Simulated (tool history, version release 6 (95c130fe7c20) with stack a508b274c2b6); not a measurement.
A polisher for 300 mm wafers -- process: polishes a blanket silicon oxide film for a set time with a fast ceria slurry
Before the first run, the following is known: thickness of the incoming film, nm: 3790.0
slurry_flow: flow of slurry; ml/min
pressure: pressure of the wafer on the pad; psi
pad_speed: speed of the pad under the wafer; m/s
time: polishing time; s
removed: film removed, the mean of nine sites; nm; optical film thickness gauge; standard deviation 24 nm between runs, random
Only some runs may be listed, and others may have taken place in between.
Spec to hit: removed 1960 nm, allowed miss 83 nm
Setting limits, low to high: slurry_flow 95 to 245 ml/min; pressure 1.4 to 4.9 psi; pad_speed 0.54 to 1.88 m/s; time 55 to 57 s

run,hour,slurry_flow,pressure,pad_speed,time,removed
1,0,155,3.1,1.2,55,1145.3
2,2,160,3.5,1.2,55,1214.6
3,8.1,160,3.8,1.26,55,1325.3
4,16.2,135,3.8,1.26,55,1336.4
5,18.5,135,4,1.32,55,1413.1
6,22.5,135,4.2,1.38,55,1542.9
7,29.1,135,4.4,1.42,55,1671.5
8,33.9,135,4.5,1.44,55,1705.9
9,39,135,4.6,1.46,55,1744.9
10,40.8,135,4.7,1.48,55,1781.2
11,47.7,135,4.7,1.5,55,1827.6
12,53.7,135,4.7,1.52,55,1851.1

4 next moves are on the table. One of them brings every result within its allowed miss. Which?
A,59.7,155,4.8,1.42,55,?
B,59.7,150,4.8,1.58,55,?
C,59.7,130,4.5,1.56,55,?
D,59.7,135,4.5,1.54,55,?

move,removed
A,1766
B,1946.7
C,1805.9
D,1792
A: moves away from the targets compared with the last run
B: each result inside its tolerance
C: moves away from the targets compared with the last run
D: moves away from the targets compared with the last run
B meets every target.
